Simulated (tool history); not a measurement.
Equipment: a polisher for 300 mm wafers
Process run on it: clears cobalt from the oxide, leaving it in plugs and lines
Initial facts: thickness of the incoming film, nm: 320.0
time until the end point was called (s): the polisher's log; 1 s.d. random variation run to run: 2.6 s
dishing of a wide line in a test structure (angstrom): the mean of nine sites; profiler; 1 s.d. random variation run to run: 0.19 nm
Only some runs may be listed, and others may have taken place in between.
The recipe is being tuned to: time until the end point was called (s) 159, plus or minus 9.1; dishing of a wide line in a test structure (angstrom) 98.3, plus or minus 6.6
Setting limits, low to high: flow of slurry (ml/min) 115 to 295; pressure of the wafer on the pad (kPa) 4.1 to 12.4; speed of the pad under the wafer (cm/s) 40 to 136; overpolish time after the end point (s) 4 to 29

run,day,flow of slurry (ml/min),pressure of the wafer on the pad (kPa),speed of the pad under the wafer (cm/s),overpolish time after the end point (s),time until the end point was called (s),dishing of a wide line in a test structure (angstrom)
1,0,190,8.3,88,15,137.46,147.83
2,0.175,190,8.3,88,13,133.8,132.43
3,0.279,215,8.3,88,13,131.49,133.24
4,0.617,215,8.3,88,17,125.64,149.18
5,0.683,215,8.3,88,14,131.39,141.19
6,0.829,200,8.3,88,14,131.53,144.92
7,0.983,210,8.3,88,13,131.45,137.08
8,1.254,220,8.3,88,12,132.83,129.88
9,1.538,225,8.3,88,11,131.14,127.93
10,1.829,230,8.3,88,10,130.05,123.33
11,2.025,230,8.3,88,9,131.64,116.49
12,2.133,230,7.6,88,7,137.24,98.161
13,2.212,230,7.6,86,7,143.04,97.141
14,2.262,225,7.6,84,8,148.39,103.24
15,2.454,220,7.6,84,8,143.31,105.68

Exercise: of the 5 proposed moves below, exactly one satisfies all targets within the stated allowed misses. Which move is it?
A,2.646,240,7.6,78,8,?,?
B,2.646,225,7.6,94,7,?,?
C,2.646,220,8.3,86,11,?,?
D,2.646,210,9,86,10,?,?
E,2.646,220,7.6,90,10,?,?

move,time until the end point was called (s),dishing of a wide line in a test structure (angstrom)
A,151.67,98.81
B,127.28,101.16
C,130.15,127.29
D,122.84,124.99
E,133.02,120.42
A: every result lands within tolerance
B: its largest miss is bigger than the last run's
C: its largest miss is bigger than the last run's
D: its largest miss is bigger than the last run's
E: its largest miss is bigger than the last run's
A meets every target.
